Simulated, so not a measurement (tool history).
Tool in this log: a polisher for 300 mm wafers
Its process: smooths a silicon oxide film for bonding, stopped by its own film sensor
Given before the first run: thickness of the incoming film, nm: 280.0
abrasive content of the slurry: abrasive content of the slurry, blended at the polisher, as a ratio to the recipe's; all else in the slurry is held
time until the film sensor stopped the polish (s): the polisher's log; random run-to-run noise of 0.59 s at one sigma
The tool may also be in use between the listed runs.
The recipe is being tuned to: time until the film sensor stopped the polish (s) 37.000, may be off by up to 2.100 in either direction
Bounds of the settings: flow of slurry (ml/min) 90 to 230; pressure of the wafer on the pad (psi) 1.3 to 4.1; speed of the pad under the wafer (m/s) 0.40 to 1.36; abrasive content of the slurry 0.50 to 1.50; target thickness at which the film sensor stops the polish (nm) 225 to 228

run	hour	flow of slurry (ml/min)	pressure of the wafer on the pad (psi)	speed of the pad under the wafer (m/s)	abrasive content of the slurry	target thickness at which the film sensor stops the polish (nm)	time until the film sensor stopped the polish (s)
1	0.0	150	2.7	0.88	1.00	228	50.596
2	6.4	150	2.9	0.88	1.00	228	46.774
3	13.0	180	2.9	0.88	1.00	228	46.199
4	13.6	180	2.9	0.88	0.80	228	49.624
5	15.8	180	2.9	0.88	0.65	228	57.138
6	16.8	180	3.1	0.90	0.65	228	52.996
7	19.6	180	3.3	0.92	0.65	228	47.695
8	22.9	180	3.4	0.92	0.65	228	45.437
9	28.1	180	3.5	0.92	0.65	228	44.950

Exercise: of the 4 proposed moves below, exactly one satisfies all targets within the stated allowed misses. Which move is it?
A	33.3	175	4.1	1.12	0.55	228	?
B	33.3	200	3.2	0.92	0.90	227	?
C	33.3	205	3.7	1.32	0.60	228	?
D	33.3	185	3.7	0.98	0.65	227	?

move	time until the film sensor stopped the polish (s)
A	36.971
B	41.996
C	33.238
D	41.626
A: all results in spec
B: closer than the last run, but not yet in spec
C: takes the biggest miss from the last run beyond its target
D: closer than the last run, but not yet in spec
A is the move that brings every result within its allowed miss.
